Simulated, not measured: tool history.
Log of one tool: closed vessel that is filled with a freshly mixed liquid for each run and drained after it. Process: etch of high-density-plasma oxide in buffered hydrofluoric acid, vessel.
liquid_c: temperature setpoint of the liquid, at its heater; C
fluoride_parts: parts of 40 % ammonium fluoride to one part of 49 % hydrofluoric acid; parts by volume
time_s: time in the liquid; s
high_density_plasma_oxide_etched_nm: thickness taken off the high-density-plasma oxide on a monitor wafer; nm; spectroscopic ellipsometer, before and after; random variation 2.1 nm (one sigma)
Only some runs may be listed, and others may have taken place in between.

| run | hour | liquid_c | fluoride_parts | time_s | high_density_plasma_oxide_etched_nm |
|---|---|---|---|---|---|
| 1 | 0.0 | 22.0 | 10.0 | 85 | 147.40 |
| 2 | 7.9 | 22.0 | 10.0 | 90 | 156.90 |
| 3 | 14.8 | 23.5 | 10.0 | 90 | 167.34 |
| 4 | 18.4 | 23.5 | 10.0 | 85 | 158.38 |
|  | 19.4 | thermometer replaced |
| 5 | 19.4 | 24.5 | 9.5 | 85 | 152.78 |
| 6 | 26.4 | 24.5 | 9.5 | 85 | 149.56 |

Run 7 has not been measured yet. What should we expect?
| 7 | 34.7 | 25.5 | 8.5 | 85 | ? |

Run 7 came out at high_density_plasma_oxide_etched_nm 176.02 nm.

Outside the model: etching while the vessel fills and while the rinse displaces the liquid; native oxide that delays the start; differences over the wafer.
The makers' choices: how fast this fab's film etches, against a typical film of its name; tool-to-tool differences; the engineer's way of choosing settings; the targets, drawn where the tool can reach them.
